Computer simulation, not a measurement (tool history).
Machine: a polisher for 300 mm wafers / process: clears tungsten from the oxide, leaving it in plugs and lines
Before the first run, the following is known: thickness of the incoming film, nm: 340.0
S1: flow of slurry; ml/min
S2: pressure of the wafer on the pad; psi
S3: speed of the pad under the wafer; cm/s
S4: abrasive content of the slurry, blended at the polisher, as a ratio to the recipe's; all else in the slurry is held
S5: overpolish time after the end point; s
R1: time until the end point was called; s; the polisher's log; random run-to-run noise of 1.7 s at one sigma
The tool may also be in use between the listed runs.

run,hour,S1,S2,S3,S4,S5,R1
1,0,310,4.2,116,1,7,52.521
2,4.8,310,4.2,116,1,7,52.919
3,8,310,3.5,110,1,7,66.926
4,9.4,310,3,108,1,7,80.222
5,12.2,310,2.7,108,1,7,88.39
6,12.9,250,2.7,108,1,7,88.113

Run 7, settings as shown, results not yet in. Your forecast:
7,15.7,250,2.5,108,1,7,?

R1: 92.521 s
